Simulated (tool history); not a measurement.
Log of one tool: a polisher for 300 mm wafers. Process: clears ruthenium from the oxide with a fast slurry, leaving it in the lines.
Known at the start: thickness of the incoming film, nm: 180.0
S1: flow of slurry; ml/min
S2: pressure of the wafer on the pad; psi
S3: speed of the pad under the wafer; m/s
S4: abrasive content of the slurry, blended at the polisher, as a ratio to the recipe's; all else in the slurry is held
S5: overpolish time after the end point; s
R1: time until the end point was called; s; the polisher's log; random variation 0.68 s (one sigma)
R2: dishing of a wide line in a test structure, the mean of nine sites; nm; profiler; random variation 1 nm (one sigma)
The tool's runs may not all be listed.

run,hour,S1,S2,S3,S4,S5,R1,R2
1,0.0,240,2.9,0.84,1.0,14,62.056,34.619
2,4.8,240,2.9,0.84,1.0,11,62.735,28.792
3,8.7,240,2.9,0.84,1.1,11,58.087,29.729
4,14.3,240,2.9,1.02,1.1,11,48.136,36.448
5,19.1,235,2.7,1.02,1.1,14,53.084,40.084
6,27.9,230,2.6,1.02,1.1,16,54.327,45.924

The next listed run, before its measurement:
7,32.9,230,2.5,1.02,1.1,17,?,?

R1: 55.519 s
R2: 47.958 nm

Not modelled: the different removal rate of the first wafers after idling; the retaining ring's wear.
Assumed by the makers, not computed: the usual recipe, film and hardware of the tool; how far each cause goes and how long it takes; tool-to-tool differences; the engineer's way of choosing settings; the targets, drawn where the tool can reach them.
